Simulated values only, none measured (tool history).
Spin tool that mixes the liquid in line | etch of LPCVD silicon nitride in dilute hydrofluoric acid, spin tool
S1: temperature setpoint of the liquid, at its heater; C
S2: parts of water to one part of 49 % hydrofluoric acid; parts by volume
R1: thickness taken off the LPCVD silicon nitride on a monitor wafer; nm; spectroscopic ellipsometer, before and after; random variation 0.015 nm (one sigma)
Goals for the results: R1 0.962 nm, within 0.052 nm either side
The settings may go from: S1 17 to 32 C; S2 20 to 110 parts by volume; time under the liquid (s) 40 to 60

Run 1, day 0: S1 24 C, S2 60 parts by volume, time under the liquid (s) 60. Result: R1 0.46107 nm.
Run 2, day 0.062: S1 24 C, S2 60 parts by volume, time under the liquid (s) 40. Result: R1 0.30142 nm.
Run 3, day 0.133: S1 25 C, S2 55 parts by volume, time under the liquid (s) 40. Result: R1 0.35388 nm.
Run 4, day 0.358: S1 27 C, S2 55 parts by volume, time under the liquid (s) 40. Result: R1 0.38783 nm.
Run 5, day 0.408: S1 27 C, S2 40 parts by volume, time under the liquid (s) 40. Result: R1 0.56579 nm.
Run 6, day 0.542: S1 27 C, S2 40 parts by volume, time under the liquid (s) 60. Result: R1 0.83032 nm.
Run 7, day 0.779: S1 27.5 C, S2 40 parts by volume, time under the liquid (s) 60. Result: R1 0.83882 nm.
Run 8, day 1.104: S1 28.5 C, S2 40 parts by volume, time under the liquid (s) 60. Result: R1 0.88658 nm.

Which of these 5 next moves meets every target?
Run A, day 1.429: S1 28.5 C, S2 30 parts by volume, time under the liquid (s) 55. Result: R1 ?.
Run B, day 1.429: S1 30.5 C, S2 35 parts by volume, time under the liquid (s) 55. Result: R1 ?.
Run C, day 1.429: S1 32 C, S2 40 parts by volume, time under the liquid (s) 45. Result: R1 ?.
Run D, day 1.429: S1 30 C, S2 35 parts by volume, time under the liquid (s) 50. Result: R1 ?.
Run E, day 1.429: S1 30 C, S2 30 parts by volume, time under the liquid (s) 50. Result: R1 ?.

move       R1
   A   1.0548
   B    1.034
   C  0.81676
   D     0.91
   E    1.058
A: carries the result that was furthest off beyond its target, to the other side
B: carries the result that was furthest off beyond its target, to the other side
C: further off than the last run
D: every result within its allowed miss
E: carries the result that was furthest off beyond its target, to the other side
Move D is the one to make.
